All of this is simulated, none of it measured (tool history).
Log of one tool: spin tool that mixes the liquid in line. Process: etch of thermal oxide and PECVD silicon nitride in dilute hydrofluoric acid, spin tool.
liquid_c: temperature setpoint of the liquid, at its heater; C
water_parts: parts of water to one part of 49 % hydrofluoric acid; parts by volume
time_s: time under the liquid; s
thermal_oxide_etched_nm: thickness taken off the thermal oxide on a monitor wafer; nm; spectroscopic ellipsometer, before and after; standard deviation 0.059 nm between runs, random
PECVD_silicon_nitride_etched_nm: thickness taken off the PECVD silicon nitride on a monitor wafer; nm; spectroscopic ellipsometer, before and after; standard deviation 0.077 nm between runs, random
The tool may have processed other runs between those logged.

run    day  liquid_c  water_parts  time_s  thermal_oxide_etched_nm  PECVD_silicon_nitride_etched_nm
  1      0        20           55     165                   12.803                           9.7932
  2  0.288        20           40     165                   18.036                           13.088
  3  0.458      20.5           50     170                   14.991                           11.678
  4  0.517      20.5           35     170                   21.797                           16.079
  5  0.692      20.5           35     215                   27.431                           20.367
  6  0.929      20.5           20     215                   49.605                           35.036
  7  0.996        21           30     215                   32.908                           24.916
  8  1.179        21           40     215                   24.564                           18.419
  9  1.358        22           45     215                   22.569                           18.075
 10   1.55        22           50     215                   19.763                           16.104
 11  1.879        22           55     215                   18.166                           14.755
 12  2.054        22           60     215                   16.639                           13.739
 13  2.279        22           85     225                   11.834                           10.109

What does the tool deliver on the next run?
 14  2.625        22           90     225                        ?                                ?

Run 14 yielded thermal_oxide_etched_nm 11.13 nm, PECVD_silicon_nitride_etched_nm 9.5997 nm.

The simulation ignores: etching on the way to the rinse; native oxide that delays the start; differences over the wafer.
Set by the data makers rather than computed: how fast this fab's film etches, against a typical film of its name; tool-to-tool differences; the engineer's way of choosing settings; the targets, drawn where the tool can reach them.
